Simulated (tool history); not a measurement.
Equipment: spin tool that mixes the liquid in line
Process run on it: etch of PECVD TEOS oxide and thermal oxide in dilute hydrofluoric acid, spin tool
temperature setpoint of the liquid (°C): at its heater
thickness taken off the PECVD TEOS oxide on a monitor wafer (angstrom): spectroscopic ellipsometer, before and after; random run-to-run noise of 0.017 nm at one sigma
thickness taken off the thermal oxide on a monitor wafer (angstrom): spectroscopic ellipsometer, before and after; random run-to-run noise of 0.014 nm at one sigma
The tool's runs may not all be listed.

run	hour	temperature setpoint of the liquid (°C)	parts of water to one part of 49 % hydrofluoric acid (parts by volume)	time under the liquid (s)	thickness taken off the PECVD TEOS oxide on a monitor wafer (angstrom)	thickness taken off the thermal oxide on a monitor wafer (angstrom)
1	0	24	65	40	79.368	30.343
2	1.6	23	70	40	70.287	26.599
3	7.3	23	70	55	96.991	36.643
4	10.2	23	60	55	115.19	41.798
5	13.2	23	60	45	93.762	35.35
6	16.9	22	65	45	82.473	30.981
7	24.7	21.5	70	45	74.965	27.61
8	31.2	21.5	75	45	69.44	26.092
9	40.2	21	80	45	63.438	23.815
10	48	20.5	85	45	58.099	21.588
11	55.4	20	90	45	53.736	19.899
12	62.5	19.5	95	45	49.174	18.137
13	63.4	17	115	40	31.671	12.015
14	67.4	17.5	115	40	32.704	12.189
15	75.6	17	115	40	31.977	12.094
16	80.4	17.5	115	40	32.345	12.242
17	88.4	17	115	40	31.893	11.961
18	97.4	17	115	40	32.133	11.871
19	100.9	17.5	115	40	32.832	12.123
20	109.7	17	115	40	31.952	12.238
21	115.4	17.5	115	40	32.925	12.321
22	124.1	17	115	40	31.751	11.757
23	127.8	17.5	115	40	32.423	12.22

Forecast run 24:
24	135.8	17	115	40	?	?

thickness taken off the PECVD TEOS oxide on a monitor wafer (angstrom): 31.852
thickness taken off the thermal oxide on a monitor wafer (angstrom): 11.884
